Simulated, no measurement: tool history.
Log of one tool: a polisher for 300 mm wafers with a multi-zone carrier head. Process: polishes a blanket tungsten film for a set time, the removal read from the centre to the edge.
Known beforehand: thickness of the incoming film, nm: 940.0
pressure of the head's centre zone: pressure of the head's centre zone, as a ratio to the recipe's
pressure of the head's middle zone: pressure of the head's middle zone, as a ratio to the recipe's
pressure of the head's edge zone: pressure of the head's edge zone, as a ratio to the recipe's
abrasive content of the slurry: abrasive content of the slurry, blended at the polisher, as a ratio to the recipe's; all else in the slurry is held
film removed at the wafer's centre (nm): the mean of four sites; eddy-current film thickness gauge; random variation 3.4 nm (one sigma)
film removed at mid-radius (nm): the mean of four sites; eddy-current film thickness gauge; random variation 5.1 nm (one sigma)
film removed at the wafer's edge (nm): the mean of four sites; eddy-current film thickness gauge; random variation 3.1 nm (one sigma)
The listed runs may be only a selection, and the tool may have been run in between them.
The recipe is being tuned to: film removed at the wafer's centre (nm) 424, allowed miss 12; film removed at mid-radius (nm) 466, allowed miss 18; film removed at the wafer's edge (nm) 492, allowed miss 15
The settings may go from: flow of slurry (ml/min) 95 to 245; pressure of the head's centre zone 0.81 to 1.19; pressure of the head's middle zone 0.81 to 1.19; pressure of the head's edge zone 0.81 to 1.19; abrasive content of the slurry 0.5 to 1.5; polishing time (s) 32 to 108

| run | hour | flow of slurry (ml/min) | pressure of the head's centre zone | pressure of the head's middle zone | pressure of the head's edge zone | abrasive content of the slurry | polishing time (s) | film removed at the wafer's centre (nm) | film removed at mid-radius (nm) | film removed at the wafer's edge (nm) |
|---|---|---|---|---|---|---|---|---|---|---|
| 1 | 0 | 155 | 1 | 1 | 1 | 1 | 70 | 329.68 | 337.68 | 329.88 |
| 2 | 7.9 | 160 | 0.99 | 1 | 1.03 | 1.1 | 72 | 344.97 | 354.53 | 350.1 |
| 3 | 16 | 160 | 0.97 | 1 | 1.06 | 1.15 | 75 | 351.43 | 371.52 | 370.78 |
| 4 | 22 | 160 | 0.97 | 1 | 1.15 | 1.15 | 75 | 356.4 | 369.44 | 383.17 |
| 5 | 31 | 160 | 0.97 | 1 | 1.15 | 1.05 | 75 | 347.41 | 354.2 | 377.24 |
| 6 | 32.4 | 160 | 0.89 | 1 | 1.15 | 1.05 | 75 | 315.14 | 356.98 | 372.01 |
| 7 | 37 | 160 | 0.89 | 0.99 | 1.16 | 1.15 | 77 | 333.06 | 376.47 | 391.9 |
| 8 | 39.2 | 165 | 0.89 | 0.98 | 1.17 | 1.2 | 79 | 341.95 | 385.96 | 411.4 |
| 9 | 42.3 | 210 | 0.96 | 1.02 | 1.19 | 1.45 | 85 | 433.26 | 464.78 | 472.06 |
| 10 | 45.3 | 205 | 0.95 | 1.01 | 1.19 | 1.45 | 86 | 435.25 | 466.96 | 473.7 |

Of the 5 settings listed for the next run, only one would bring every result within its allowed miss of target. Which one?
| A | 48.3 | 245 | 1.04 | 1.08 | 1.15 | 1.5 | 81 | ? | ? | ? |
| B | 48.3 | 230 | 0.95 | 1.07 | 1.11 | 1.5 | 81 | ? | ? | ? |
| C | 48.3 | 225 | 0.9 | 0.98 | 1.19 | 1.5 | 87 | ? | ? | ? |
| D | 48.3 | 225 | 0.99 | 1.04 | 1.17 | 1.5 | 83 | ? | ? | ? |
| E | 48.3 | 155 | 0.93 | 1.02 | 1.16 | 1.3 | 88 | ? | ? | ? |

| move | film removed at the wafer's centre (nm) | film removed at mid-radius (nm) | film removed at the wafer's edge (nm) |
|---|---|---|---|
| A | 459.08 | 473.71 | 450.78 |
| B | 415.59 | 466.73 | 442.99 |
| C | 421.18 | 464.19 | 486.92 |
| D | 442.52 | 465.45 | 461.42 |
| E | 402.86 | 446.89 | 455.34 |
A: misses by more than the last run did
B: misses by more than the last run did
C: every result lands within tolerance
D: misses by more than the last run did
E: misses by more than the last run did
Correct choice: C, which meets every target
